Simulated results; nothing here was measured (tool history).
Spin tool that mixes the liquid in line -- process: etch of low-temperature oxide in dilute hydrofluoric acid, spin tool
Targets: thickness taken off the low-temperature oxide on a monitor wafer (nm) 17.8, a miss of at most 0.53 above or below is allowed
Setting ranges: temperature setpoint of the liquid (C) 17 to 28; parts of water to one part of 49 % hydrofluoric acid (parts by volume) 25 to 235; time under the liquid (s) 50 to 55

run    day  temperature setpoint of the liquid (C)  parts of water to one part of 49 % hydrofluoric acid (parts by volume)  time under the liquid (s)  thickness taken off the low-temperature oxide on a monitor wafer (nm)
  1      0                                      20                                                                     130                         50                                                                 9.8366
  2  0.067                                      20                                                                     130                         55                                                                 10.811
  3  0.296                                      21                                                                     125                         55                                                                 11.791
  4  0.583                                      21                                                                     125                         55                                                                 11.846
  5  0.762                                    21.5                                                                     120                         55                                                                 12.645
  6  0.892                                      22                                                                     120                         55                                                                  12.98
     0.921  -- hydrofluoric acid flow meter replaced
  7  0.921                                    22.5                                                                     120                         55                                                                 14.495
  8  1.296                                      23                                                                     120                         55                                                                 14.924
  9  1.662                                      24                                                                     120                         55                                                                 15.442
 10  1.742                                      25                                                                     120                         55                                                                 15.991
 11  2.092                                      26                                                                     120                         55                                                                 16.632
 12  2.321                                    26.5                                                                     120                         55                                                                 16.922

5 next moves are on the table. One of them brings every result within its allowed miss. Which?
  A  2.55                                    24.5                                                                     105                         50                                                                      ?
  B  2.55                                      28                                                                     115                         55                                                                      ?
  C  2.55                                      27                                                                     120                         50                                                                      ?
  D  2.55                                      28                                                                     130                         55                                                                      ?
  E  2.55                                    23.5                                                                     105                         55                                                                      ?

move  thickness taken off the low-temperature oxide on a monitor wafer (nm)
   A                                                                  16.64
   B                                                                 18.881
   C                                                                 15.736
   D                                                                 16.379
   E                                                                 17.595
A: further off than the last run
B: takes the biggest miss from the last run beyond its target
C: further off than the last run
D: further off than the last run
E: all results land within tolerance of their targets
The right move is E.
